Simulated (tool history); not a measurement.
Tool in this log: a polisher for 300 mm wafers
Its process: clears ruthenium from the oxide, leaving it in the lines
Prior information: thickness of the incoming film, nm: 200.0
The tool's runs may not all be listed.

run,hour,flow of slurry (ml/min),pressure of the wafer on the pad (kPa),speed of the pad under the wafer (cm/s),overpolish time after the end point (s),time until the end point was called (s)
1,0.0,315,18.6,94,16,137.49
2,1.6,345,18.6,94,16,137.63
3,8.7,345,19.3,94,16,133.17
4,10.0,295,19.3,94,16,131.23
5,14.8,295,19.3,94,17,132.09
6,18.5,295,20.0,94,17,127.68

Run 7, settings as shown, results not yet in. Your forecast:
7,20.8,295,20.7,94,17,?

Run 7 produced time until the end point was called (s) 122.87.

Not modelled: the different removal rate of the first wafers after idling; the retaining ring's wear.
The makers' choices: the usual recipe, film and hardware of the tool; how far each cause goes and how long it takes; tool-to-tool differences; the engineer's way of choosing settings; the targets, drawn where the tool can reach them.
